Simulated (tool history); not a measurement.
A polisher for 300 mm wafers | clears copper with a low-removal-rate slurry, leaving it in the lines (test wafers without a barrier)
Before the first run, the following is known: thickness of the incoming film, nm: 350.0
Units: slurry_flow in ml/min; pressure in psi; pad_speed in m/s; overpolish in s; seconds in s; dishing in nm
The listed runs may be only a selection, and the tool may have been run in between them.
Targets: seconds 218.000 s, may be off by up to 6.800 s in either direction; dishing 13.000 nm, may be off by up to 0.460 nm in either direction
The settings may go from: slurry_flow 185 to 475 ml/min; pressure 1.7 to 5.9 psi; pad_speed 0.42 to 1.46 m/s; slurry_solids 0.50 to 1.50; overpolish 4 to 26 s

{"run": 1, "hour": 0.0, "slurry_flow": 305, "pressure": 3.8, "pad_speed": 0.94, "slurry_solids": 1.0, "overpolish": 13, "seconds": 113.2, "dishing": 28.648}
{"run": 2, "hour": 2.1, "slurry_flow": 245, "pressure": 3.8, "pad_speed": 0.94, "slurry_solids": 1.0, "overpolish": 13, "seconds": 113.95, "dishing": 28.066}
{"run": 3, "hour": 6.8, "slurry_flow": 245, "pressure": 3.8, "pad_speed": 1.14, "slurry_solids": 1.0, "overpolish": 13, "seconds": 96.945, "dishing": 31.846}
{"run": 4, "hour": 15.3, "slurry_flow": 245, "pressure": 3.4, "pad_speed": 1.14, "slurry_solids": 1.0, "overpolish": 13, "seconds": 107.43, "dishing": 29.434}
{"run": 5, "hour": 20.9, "slurry_flow": 245, "pressure": 2.9, "pad_speed": 1.14, "slurry_solids": 1.0, "overpolish": 13, "seconds": 120.95, "dishing": 26.249}
{"run": 6, "hour": 28.4, "slurry_flow": 245, "pressure": 2.7, "pad_speed": 1.06, "slurry_solids": 1.0, "overpolish": 12, "seconds": 138.44, "dishing": 21.847}
{"run": 7, "hour": 31.8, "slurry_flow": 245, "pressure": 2.5, "pad_speed": 1.02, "slurry_solids": 1.0, "overpolish": 12, "seconds": 148.41, "dishing": 20.001}
{"run": 8, "hour": 34.4, "slurry_flow": 245, "pressure": 2.4, "pad_speed": 0.98, "slurry_solids": 1.0, "overpolish": 12, "seconds": 163.23, "dishing": 18.793}
{"run": 9, "hour": 42.7, "slurry_flow": 245, "pressure": 2.3, "pad_speed": 0.96, "slurry_solids": 1.0, "overpolish": 12, "seconds": 167.34, "dishing": 17.872}
{"run": 10, "hour": 44.1, "slurry_flow": 245, "pressure": 2.2, "pad_speed": 0.94, "slurry_solids": 1.0, "overpolish": 12, "seconds": 179.39, "dishing": 16.763}
{"run": 11, "hour": 48.3, "slurry_flow": 245, "pressure": 2.1, "pad_speed": 0.92, "slurry_solids": 1.0, "overpolish": 12, "seconds": 191.42, "dishing": 15.683}
{"run": 12, "hour": 53.4, "slurry_flow": 250, "pressure": 1.7, "pad_speed": 0.88, "slurry_solids": 1.0, "overpolish": 11, "seconds": 227.96, "dishing": 12.404}

Below are 4 possible settings for the next run. Only one of them brings all results inside the allowed miss of their targets. Which is it?
{"run": "A", "hour": 58.5, "slurry_flow": 265, "pressure": 1.9, "pad_speed": 0.76, "slurry_solids": 1.0, "overpolish": 11, "seconds": "?", "dishing": "?"}
{"run": "B", "hour": 58.5, "slurry_flow": 215, "pressure": 1.7, "pad_speed": 0.92, "slurry_solids": 1.15, "overpolish": 11, "seconds": "?", "dishing": "?"}
{"run": "C", "hour": 58.5, "slurry_flow": 240, "pressure": 1.7, "pad_speed": 0.82, "slurry_solids": 1.05, "overpolish": 12, "seconds": "?", "dishing": "?"}
{"run": "D", "hour": 58.5, "slurry_flow": 310, "pressure": 2.1, "pad_speed": 0.72, "slurry_solids": 1.1, "overpolish": 10, "seconds": "?", "dishing": "?"}

move=A seconds=233.510 dishing=12.267
move=B seconds=213.700 dishing=13.306
move=C seconds=237.950 dishing=13.053
move=D seconds=216.210 dishing=12.077
A: lands further from the targets than the last run did
B: meets every target
C: lands further from the targets than the last run did
D: gets the furthest-off result to its target, but another result is out of tolerance
B is the move that brings every result within its allowed miss.

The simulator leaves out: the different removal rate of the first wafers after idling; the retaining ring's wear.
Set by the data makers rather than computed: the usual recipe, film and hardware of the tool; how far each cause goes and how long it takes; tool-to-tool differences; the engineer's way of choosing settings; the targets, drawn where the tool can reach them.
